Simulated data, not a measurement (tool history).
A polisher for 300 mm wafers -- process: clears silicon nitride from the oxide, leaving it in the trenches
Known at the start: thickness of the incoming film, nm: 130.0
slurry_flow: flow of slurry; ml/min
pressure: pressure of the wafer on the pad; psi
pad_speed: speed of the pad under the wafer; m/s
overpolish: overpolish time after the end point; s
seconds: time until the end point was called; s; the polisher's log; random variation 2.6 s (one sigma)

run 1 day=0.000 | slurry_flow=180 pressure=3.2 pad_speed=1.18 overpolish=7 | seconds=135.57
run 2 day=0.033 | slurry_flow=180 pressure=3.9 pad_speed=1.18 overpolish=7 | seconds=121.66
run 3 day=0.200 | slurry_flow=180 pressure=3.7 pad_speed=1.16 overpolish=7 | seconds=130.18
run 4 day=0.525 | slurry_flow=180 pressure=3.5 pad_speed=1.16 overpolish=7 | seconds=132.00
run 5 day=0.592 | slurry_flow=180 pressure=2.8 pad_speed=1.16 overpolish=7 | seconds=157.59
run 6 day=0.650 | slurry_flow=180 pressure=2.7 pad_speed=1.16 overpolish=7 | seconds=157.65
run 7 day=0.712 | slurry_flow=180 pressure=2.6 pad_speed=1.16 overpolish=7 | seconds=160.28

Forecast run 8:
run 8 day=0.850 | slurry_flow=180 pressure=2.5 pad_speed=1.16 overpolish=7 | seconds=?

Run 8 yielded seconds 159.95 s.

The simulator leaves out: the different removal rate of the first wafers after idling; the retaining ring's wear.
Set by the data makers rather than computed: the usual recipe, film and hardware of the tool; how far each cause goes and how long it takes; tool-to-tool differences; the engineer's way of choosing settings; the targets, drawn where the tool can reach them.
